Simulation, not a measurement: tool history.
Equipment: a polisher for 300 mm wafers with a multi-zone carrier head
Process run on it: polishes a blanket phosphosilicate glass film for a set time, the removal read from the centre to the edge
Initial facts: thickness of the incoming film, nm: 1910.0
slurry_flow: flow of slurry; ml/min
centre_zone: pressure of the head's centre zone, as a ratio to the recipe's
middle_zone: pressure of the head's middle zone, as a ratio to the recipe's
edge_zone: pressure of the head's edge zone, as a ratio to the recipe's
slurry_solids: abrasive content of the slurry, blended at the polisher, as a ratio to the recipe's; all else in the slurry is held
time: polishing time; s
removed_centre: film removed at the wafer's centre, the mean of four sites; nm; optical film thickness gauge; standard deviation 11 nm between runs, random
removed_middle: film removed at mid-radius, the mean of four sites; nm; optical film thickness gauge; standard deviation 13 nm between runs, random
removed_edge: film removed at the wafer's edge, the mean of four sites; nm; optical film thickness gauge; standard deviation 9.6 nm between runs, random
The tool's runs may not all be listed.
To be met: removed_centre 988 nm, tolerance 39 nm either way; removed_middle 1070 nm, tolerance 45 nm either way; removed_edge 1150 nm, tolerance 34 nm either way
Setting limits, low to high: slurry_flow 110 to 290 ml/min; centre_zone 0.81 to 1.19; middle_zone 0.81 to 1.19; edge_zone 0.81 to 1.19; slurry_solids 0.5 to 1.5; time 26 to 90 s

run	day	slurry_flow	centre_zone	middle_zone	edge_zone	slurry_solids	time	removed_centre	removed_middle	removed_edge
1	0	185	1	1	1	1	58	714.62	693.09	710.06
2	0.142	185	1.07	1	1	1	58	766.5	691.43	702.81
3	0.354	185	1.07	1	1	1	70	936.86	815.19	834.49
4	0.521	185	1.07	1	1	1	83	1082.2	999.74	1001
5	0.633	190	1.05	1	1.03	1	83	1068.8	1005.3	1030.7
6	0.967	195	1.03	1	1.05	1	83	1035.6	986.34	1027.4
7	1.142	195	1.01	1.01	1.07	1.05	83	1054.6	1029.4	1052.6
8	1.342	195	0.98	1	1.09	1.05	83	1044	1005.3	1068.8
9	1.479	195	0.95	1.01	1.11	1.05	83	1008.9	1031	1082.7
10	1.612	195	0.94	1.01	1.12	1.05	83	988.22	1012.2	1095
11	1.783	195	0.93	1.02	1.13	1.05	83	979.36	1033.5	1090.3

Below are 4 possible settings for the next run. Only one of them brings all results inside the allowed miss of their targets. Which is it?
A	1.954	250	0.92	1.1	1.01	1	83	?	?	?
B	1.954	235	0.92	1.09	1.18	1.3	70	?	?	?
C	1.954	180	0.91	1.03	1.17	1.1	85	?	?	?
D	1.954	225	0.98	1.13	1.05	1.05	80	?	?	?

move	removed_centre	removed_middle	removed_edge
A	1001.9	1116.9	1043.8
B	925.83	1025	1046.3
C	998.15	1072	1154.4
D	1033.9	1107	1034.5
A: lands further from the targets than the last run did
B: lands further from the targets than the last run did
C: every result within its allowed miss
D: lands further from the targets than the last run did
C is the move that brings every result within its allowed miss.
